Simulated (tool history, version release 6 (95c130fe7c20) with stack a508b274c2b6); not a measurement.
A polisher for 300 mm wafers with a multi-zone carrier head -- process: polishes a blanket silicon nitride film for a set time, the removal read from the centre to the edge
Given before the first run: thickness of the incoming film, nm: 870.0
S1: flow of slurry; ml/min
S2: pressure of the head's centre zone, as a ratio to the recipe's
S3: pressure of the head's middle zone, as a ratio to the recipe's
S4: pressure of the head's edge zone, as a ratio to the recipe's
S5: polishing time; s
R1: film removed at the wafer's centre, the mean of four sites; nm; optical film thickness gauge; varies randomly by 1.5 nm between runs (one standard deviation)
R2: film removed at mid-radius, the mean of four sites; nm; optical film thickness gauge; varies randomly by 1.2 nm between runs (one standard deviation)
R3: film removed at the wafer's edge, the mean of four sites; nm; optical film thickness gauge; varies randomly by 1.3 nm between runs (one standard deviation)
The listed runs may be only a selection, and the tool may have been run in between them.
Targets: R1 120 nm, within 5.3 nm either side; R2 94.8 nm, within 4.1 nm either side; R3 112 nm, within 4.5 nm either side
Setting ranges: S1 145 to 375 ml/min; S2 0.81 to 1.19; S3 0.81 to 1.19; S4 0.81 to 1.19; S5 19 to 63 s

run	hour	S1	S2	S3	S4	S5	R1	R2	R3
1	0	240	1	1	1	41	116.41	117.18	117.12
2	5	240	1.04	1	1	41	123.87	119.51	118
3	8.4	240	1.04	1	1	47	143.03	132.23	134.59
4	14.5	300	1.04	1	1	47	143.7	138.98	138.94
5	19.7	300	1.04	1	1	51	152.29	148.74	149.26
6	21.1	300	1.04	1	0.93	51	160.2	147.42	145.46
7	28.3	250	1	0.9	0.9	40	115.64	105.5	108.72
8	31.1	245	1.01	0.89	0.91	40	114.38	104.85	111.29
9	35.5	240	1.02	0.88	0.91	40	114.7	105.43	111.57
10	38.2	235	1.04	0.87	0.91	40	117.37	100.53	112.63
11	41.1	230	1.06	0.85	0.9	40	122.45	98.396	109.03

Which single option among these 5 for the next run brings every result within its allowed miss of target? Just one does.
A	44	205	1.19	0.86	0.81	39	?	?	?
B	44	275	1.03	0.9	0.87	39	?	?	?
C	44	235	1.05	0.81	0.91	40	?	?	?
D	44	230	1.04	0.86	0.91	41	?	?	?
E	44	265	1.08	0.93	0.85	39	?	?	?

move	R1	R2	R3
A	130.03	96.655	100.51
B	117.31	104.01	106.46
C	120.17	96.107	110.11
D	121.71	103.2	112.57
E	122.41	106.45	105
A: corrects the largest miss of the last run, while another result sits out of spec
B: its largest miss is bigger than the last run's
C: meets every target
D: its largest miss is bigger than the last run's
E: its largest miss is bigger than the last run's
Answer: C
